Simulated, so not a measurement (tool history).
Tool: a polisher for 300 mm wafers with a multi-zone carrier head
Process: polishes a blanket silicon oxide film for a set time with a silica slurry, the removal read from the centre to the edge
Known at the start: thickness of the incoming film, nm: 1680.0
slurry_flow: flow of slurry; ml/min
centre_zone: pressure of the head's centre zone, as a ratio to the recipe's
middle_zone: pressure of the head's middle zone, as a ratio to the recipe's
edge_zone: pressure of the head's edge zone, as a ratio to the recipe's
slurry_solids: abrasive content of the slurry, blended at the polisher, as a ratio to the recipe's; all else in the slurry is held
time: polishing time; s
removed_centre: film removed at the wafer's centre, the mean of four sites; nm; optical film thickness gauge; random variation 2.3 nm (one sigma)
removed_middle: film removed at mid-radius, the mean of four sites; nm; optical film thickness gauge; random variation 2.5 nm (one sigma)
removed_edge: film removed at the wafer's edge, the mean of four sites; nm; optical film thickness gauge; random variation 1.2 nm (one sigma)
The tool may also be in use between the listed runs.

run 1 day=0 | slurry_flow=170 centre_zone=1 middle_zone=1 edge_zone=1 slurry_solids=1 time=74 | removed_centre=282.78 removed_middle=294.07 removed_edge=288.68
run 2 day=0.146 | slurry_flow=170 centre_zone=1 middle_zone=1 edge_zone=1 slurry_solids=1 time=59 | removed_centre=226.24 removed_middle=233.97 removed_edge=227.53
run 3 day=0.188 | slurry_flow=170 centre_zone=1 middle_zone=1 edge_zone=1 slurry_solids=0.9 time=59 | removed_centre=212.48 removed_middle=211.71 removed_edge=212.42
run 4 day=0.504 | slurry_flow=170 centre_zone=1.02 middle_zone=1.03 edge_zone=0.96 slurry_solids=0.85 time=59 | removed_centre=204.18 removed_middle=210.47 removed_edge=198.1
run 5 day=0.675 | slurry_flow=165 centre_zone=1.05 middle_zone=1.04 edge_zone=0.92 slurry_solids=0.85 time=59 | removed_centre=208.49 removed_middle=207.13 removed_edge=193.25
run 6 day=0.846 | slurry_flow=160 centre_zone=1.07 middle_zone=1.06 edge_zone=0.89 slurry_solids=0.8 time=59 | removed_centre=204.39 removed_middle=196.77 removed_edge=177.84

The next listed run, before its measurement:
run 7 day=1.146 | slurry_flow=150 centre_zone=1.08 middle_zone=1.08 edge_zone=0.88 slurry_solids=0.8 time=59 | removed_centre=? removed_middle=? removed_edge=?

removed_centre: 200.21 nm
removed_middle: 196.48 nm
removed_edge: 177.74 nm
